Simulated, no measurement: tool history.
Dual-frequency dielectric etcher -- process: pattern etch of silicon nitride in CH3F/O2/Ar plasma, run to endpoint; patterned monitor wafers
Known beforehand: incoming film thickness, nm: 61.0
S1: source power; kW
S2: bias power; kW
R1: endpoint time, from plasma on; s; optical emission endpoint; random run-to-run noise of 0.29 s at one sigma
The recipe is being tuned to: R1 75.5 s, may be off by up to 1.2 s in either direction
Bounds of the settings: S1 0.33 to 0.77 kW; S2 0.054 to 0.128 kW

{"run": 1, "hour": 0.0, "S1": 0.55, "S2": 0.091, "R1": 82.036}
{"run": 2, "hour": 8.7, "S1": 0.56, "S2": 0.091, "R1": 81.918}
{"run": 3, "hour": 14.1, "S1": 0.57, "S2": 0.091, "R1": 81.836}
{"run": 4, "hour": 15.8, "S1": 0.57, "S2": 0.102, "R1": 79.203}
{"run": 5, "hour": 18.8, "S1": 0.5, "S2": 0.102, "R1": 82.846}
{"run": 6, "hour": 19.8, "S1": 0.42, "S2": 0.102, "R1": 87.626}
{"run": 7, "hour": 24.3, "S1": 0.44, "S2": 0.103, "R1": 85.885}
{"run": 8, "hour": 28.5, "S1": 0.46, "S2": 0.104, "R1": 85.418}
{"run": 9, "hour": 31.9, "S1": 0.57, "S2": 0.112, "R1": 77.603}
{"run": 10, "hour": 33.0, "S1": 0.59, "S2": 0.113, "R1": 76.813}

Which of these 5 next moves meets every target?
{"run": "A", "hour": 34.1, "S1": 0.58, "S2": 0.104, "R1": "?"}
{"run": "B", "hour": 34.1, "S1": 0.58, "S2": 0.108, "R1": "?"}
{"run": "C", "hour": 34.1, "S1": 0.59, "S2": 0.125, "R1": "?"}
{"run": "D", "hour": 34.1, "S1": 0.66, "S2": 0.122, "R1": "?"}
{"run": "E", "hour": 34.1, "S1": 0.7, "S2": 0.114, "R1": "?"}

move=A R1=78.821
move=B R1=78.204
move=C R1=75.338
move=D R1=73.101
move=E R1=72.796
A: misses by more than the last run did
B: misses by more than the last run did
C: each result inside its tolerance
D: takes the result that was furthest off past its target
E: takes the result that was furthest off past its target
C is the move that brings every result within its allowed miss.
